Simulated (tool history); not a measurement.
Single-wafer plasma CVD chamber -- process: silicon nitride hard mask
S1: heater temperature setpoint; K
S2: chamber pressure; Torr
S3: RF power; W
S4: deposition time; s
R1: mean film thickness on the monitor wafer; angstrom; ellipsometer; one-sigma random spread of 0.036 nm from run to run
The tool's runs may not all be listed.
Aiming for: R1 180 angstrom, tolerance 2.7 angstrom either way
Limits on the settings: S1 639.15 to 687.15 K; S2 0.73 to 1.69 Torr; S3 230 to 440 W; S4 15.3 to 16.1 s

| run | hour | S1 | S2 | S3 | S4 | R1 |
|---|---|---|---|---|---|---|
| 1 | 0 | 663.15 | 1.21 | 335 | 16.1 | 166.63 |
| 2 | 6 | 654.15 | 1.21 | 335 | 16.1 | 167.15 |
| 3 | 9.7 | 644.15 | 1.21 | 335 | 16.1 | 167.59 |
| 4 | 15.9 | 644.15 | 1.27 | 335 | 16.1 | 170.51 |
| 5 | 22.2 | 644.15 | 1.43 | 335 | 16.1 | 175.7 |
| 6 | 30 | 644.15 | 1.45 | 335 | 16.1 | 175.77 |
| 7 | 36.4 | 644.15 | 1.47 | 335 | 16.1 | 176.18 |
| 8 | 37.3 | 644.15 | 1.49 | 335 | 16.1 | 176.35 |

Consider the 4 candidate settings below. Which is the only one whose results all fall within their allowed miss of target?
| A | 38.2 | 647.15 | 1.66 | 335 | 15.3 | ? |
| B | 38.2 | 639.15 | 1.31 | 370 | 15.4 | ? |
| C | 38.2 | 639.15 | 1.37 | 335 | 16.1 | ? |
| D | 38.2 | 648.15 | 1.68 | 340 | 16.1 | ? |

| move | R1 |
|---|---|
| A | 172.68 |
| B | 180.27 |
| C | 173.94 |
| D | 184.68 |
A: moves away from the targets compared with the last run
B: every result lands within tolerance
C: moves away from the targets compared with the last run
D: carries the result that was furthest off beyond its target, to the other side
The right move is B.
